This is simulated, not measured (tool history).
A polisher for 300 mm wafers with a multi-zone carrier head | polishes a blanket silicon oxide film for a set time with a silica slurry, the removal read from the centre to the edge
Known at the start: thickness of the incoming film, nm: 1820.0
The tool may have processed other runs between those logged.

| run | hour | flow of slurry (ml/min) | pressure of the head's centre zone | pressure of the head's middle zone | pressure of the head's edge zone | abrasive content of the slurry | polishing time (s) | film removed at the wafer's centre (nm) | film removed at mid-radius (nm) | film removed at the wafer's edge (nm) |
|---|---|---|---|---|---|---|---|---|---|---|
| 1 | 0.0 | 175 | 1.00 | 1.00 | 1.00 | 1.00 | 86 | 178.79 | 183.05 | 174.53 |
| 2 | 5.7 | 175 | 1.00 | 0.98 | 1.03 | 1.10 | 88 | 190.71 | 181.50 | 188.90 |
| 3 | 13.9 | 175 | 1.00 | 0.99 | 1.05 | 1.15 | 90 | 194.09 | 192.70 | 190.94 |
| 4 | 19.5 | 175 | 0.98 | 0.97 | 1.05 | 1.20 | 93 | 199.78 | 199.07 | 200.63 |
| 5 | 20.8 | 175 | 0.97 | 0.95 | 1.07 | 1.25 | 96 | 205.25 | 198.89 | 209.90 |
| 6 | 29.0 | 175 | 1.01 | 0.95 | 1.07 | 1.25 | 96 | 214.41 | 201.02 | 217.43 |
| 7 | 30.3 | 175 | 1.01 | 0.95 | 1.09 | 1.30 | 98 | 225.93 | 210.48 | 223.13 |
| 8 | 34.0 | 175 | 1.01 | 0.95 | 1.09 | 1.30 | 98 | 222.38 | 214.01 | 221.34 |
| 9 | 40.5 | 175 | 1.01 | 0.95 | 1.09 | 1.30 | 98 | 223.25 | 210.10 | 225.53 |

For run 10, what comes out?
| 10 | 44.5 | 215 | 0.98 | 0.90 | 1.19 | 1.50 | 99 | ? | ? | ? |

film removed at the wafer's centre (nm): 232.45
film removed at mid-radius (nm): 216.31
film removed at the wafer's edge (nm): 251.64
